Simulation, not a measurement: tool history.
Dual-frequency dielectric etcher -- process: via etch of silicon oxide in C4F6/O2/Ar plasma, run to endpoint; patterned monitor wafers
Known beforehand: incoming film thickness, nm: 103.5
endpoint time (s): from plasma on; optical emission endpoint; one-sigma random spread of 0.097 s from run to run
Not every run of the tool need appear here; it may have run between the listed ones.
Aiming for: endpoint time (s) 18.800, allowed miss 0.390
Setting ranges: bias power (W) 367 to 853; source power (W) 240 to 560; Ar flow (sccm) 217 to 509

| run | hour | bias power (W) | source power (W) | Ar flow (sccm) | endpoint time (s) |
|---|---|---|---|---|---|
| 1 | 0.0 | 610 | 400 | 363 | 21.604 |
| 2 | 6.4 | 610 | 400 | 299 | 21.227 |
| 3 | 7.4 | 662 | 410 | 298 | 20.373 |
| 4 | 10.5 | 662 | 410 | 337 | 20.606 |
| 5 | 17.8 | 662 | 360 | 337 | 21.452 |
| 6 | 21.6 | 581 | 360 | 337 | 22.340 |
| 7 | 25.4 | 652 | 380 | 330 | 21.177 |
|  | 28.8 | wet clean of the chamber |
| 8 | 28.8 | 704 | 390 | 327 | 19.492 |
| 9 | 31.9 | 740 | 390 | 327 | 19.338 |

Which one of the following 4 next-run settings gets every result inside its allowed miss? There is exactly one.
| A | 35.0 | 778 | 450 | 310 | ? |
| B | 35.0 | 829 | 430 | 316 | ? |
| C | 35.0 | 716 | 390 | 384 | ? |
| D | 35.0 | 705 | 450 | 351 | ? |

| move | endpoint time (s) |
|---|---|
| A | 18.108 |
| B | 17.995 |
| C | 20.040 |
| D | 19.041 |
A: the result that was furthest off in the last run now lies on the other side of its target
B: the result that was furthest off in the last run now lies on the other side of its target
C: lands further from the targets than the last run did
D: in spec on every target
Go with D: it meets all targets.
